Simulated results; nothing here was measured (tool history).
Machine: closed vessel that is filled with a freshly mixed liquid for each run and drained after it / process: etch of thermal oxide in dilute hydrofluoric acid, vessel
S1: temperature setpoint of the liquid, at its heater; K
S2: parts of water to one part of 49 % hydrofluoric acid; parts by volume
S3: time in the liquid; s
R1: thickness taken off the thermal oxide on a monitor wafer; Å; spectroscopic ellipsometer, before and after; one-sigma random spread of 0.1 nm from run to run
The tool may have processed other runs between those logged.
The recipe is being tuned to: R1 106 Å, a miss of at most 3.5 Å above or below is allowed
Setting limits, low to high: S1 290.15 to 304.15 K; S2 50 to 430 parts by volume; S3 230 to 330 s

run  hour      S1   S2   S3      R1
  1     0  296.15  240  330  50.615
  2   5.7  299.65  240  330  57.441
  3   9.6  302.65  240  330  62.603
  4  11.8  303.15  220  330   73.03
  5  19.7  303.15  205  330  78.882
  6  22.6  303.15  195  330  84.332
  7  29.3  303.15  185  330  89.751
  8  34.9  303.15  180  330  92.104
  9  39.9  303.15  175  330  97.248
 10  49.2  303.65  170  330  101.93

Pick the move, out of 4, that brings all results within their allowed miss; only one does.
  A  58.5  303.65  155  330   ?
  B  58.5  304.15  165  330   ?
  C  58.5  304.15  160  330   ?
  D  58.5  302.65  145  330   ?

move      R1
   A  113.25
   B  106.87
   C  110.94
   D  118.33
A: carries the result that was furthest off beyond its target, to the other side
B: each result inside its tolerance
C: carries the result that was furthest off beyond its target, to the other side
D: carries the result that was furthest off beyond its target, to the other side
Answer: B

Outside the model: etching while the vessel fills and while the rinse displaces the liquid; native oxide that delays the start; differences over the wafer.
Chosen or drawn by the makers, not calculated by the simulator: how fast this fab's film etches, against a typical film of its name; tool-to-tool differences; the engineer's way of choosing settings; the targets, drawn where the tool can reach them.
